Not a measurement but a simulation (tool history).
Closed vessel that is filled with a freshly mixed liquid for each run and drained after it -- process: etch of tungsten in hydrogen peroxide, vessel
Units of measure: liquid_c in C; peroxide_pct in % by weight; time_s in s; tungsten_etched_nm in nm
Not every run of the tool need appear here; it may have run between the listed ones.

Run 1, hour 0.0: liquid_c 43.0 C, peroxide_pct 23.5 % by weight, time_s 95 s. Result: tungsten_etched_nm 52.358 nm.
Run 2, hour 0.6: liquid_c 43.0 C, peroxide_pct 26.0 % by weight, time_s 95 s. Result: tungsten_etched_nm 55.447 nm.
Run 3, hour 8.5: liquid_c 40.5 C, peroxide_pct 26.0 % by weight, time_s 95 s. Result: tungsten_etched_nm 47.863 nm.
Run 4, hour 14.1: liquid_c 40.5 C, peroxide_pct 29.0 % by weight, time_s 95 s. Result: tungsten_etched_nm 49.546 nm.
Run 5, hour 18.6: liquid_c 40.5 C, peroxide_pct 29.0 % by weight, time_s 100 s. Result: tungsten_etched_nm 52.623 nm.
Run 6, hour 25.1: liquid_c 40.5 C, peroxide_pct 24.0 % by weight, time_s 100 s. Result: tungsten_etched_nm 48.331 nm.

Estimate the outcome of run 7 from the log above:
Run 7, hour 27.3: liquid_c 33.0 C, peroxide_pct 24.0 % by weight, time_s 100 s. Result: tungsten_etched_nm ?.

tungsten_etched_nm: 29.237 nm

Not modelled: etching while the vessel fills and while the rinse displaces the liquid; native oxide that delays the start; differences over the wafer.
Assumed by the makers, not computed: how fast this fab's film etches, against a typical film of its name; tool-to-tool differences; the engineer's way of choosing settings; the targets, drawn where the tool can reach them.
